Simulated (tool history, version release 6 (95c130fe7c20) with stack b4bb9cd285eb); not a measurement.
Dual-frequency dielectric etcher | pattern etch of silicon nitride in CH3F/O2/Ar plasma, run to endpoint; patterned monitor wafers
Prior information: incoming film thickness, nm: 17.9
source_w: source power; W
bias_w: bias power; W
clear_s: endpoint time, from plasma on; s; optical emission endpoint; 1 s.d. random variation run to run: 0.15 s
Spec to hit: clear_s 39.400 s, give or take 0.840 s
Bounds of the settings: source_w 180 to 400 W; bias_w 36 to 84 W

Run 1, hour 0.0: source_w 290 W, bias_w 60 W. Result: clear_s 31.634 s.
Run 2, hour 3.6: source_w 290 W, bias_w 53 W. Result: clear_s 32.925 s.
Run 3, hour 11.3: source_w 290 W, bias_w 63 W. Result: clear_s 31.242 s.
Run 4, hour 13.2: source_w 290 W, bias_w 59 W. Result: clear_s 32.132 s.
Run 5, hour 18.0: source_w 260 W, bias_w 55 W. Result: clear_s 34.037 s.
Run 6, hour 26.5: source_w 260 W, bias_w 65 W. Result: clear_s 32.396 s.
Run 7, hour 28.0: source_w 230 W, bias_w 60 W. Result: clear_s 34.997 s.
Run 8, hour 35.3: source_w 210 W, bias_w 58 W. Result: clear_s 37.232 s.

Pick the move, out of 5, that brings all results within their allowed miss; only one does.
Run A, hour 42.6: source_w 190 W, bias_w 56 W. Result: clear_s ?.
Run B, hour 42.6: source_w 190 W, bias_w 61 W. Result: clear_s ?.
Run C, hour 42.6: source_w 210 W, bias_w 57 W. Result: clear_s ?.
Run D, hour 42.6: source_w 210 W, bias_w 56 W. Result: clear_s ?.
Run E, hour 42.6: source_w 200 W, bias_w 59 W. Result: clear_s ?.

move  clear_s
   A   39.359
   B   38.330
   C   37.366
   D   37.567
   E   37.816
A: every result within its allowed miss
B: moves toward the targets from the last run without getting all of them in spec
C: moves toward the targets from the last run without getting all of them in spec
D: moves toward the targets from the last run without getting all of them in spec
E: moves toward the targets from the last run without getting all of them in spec
Go with A: it meets all targets.
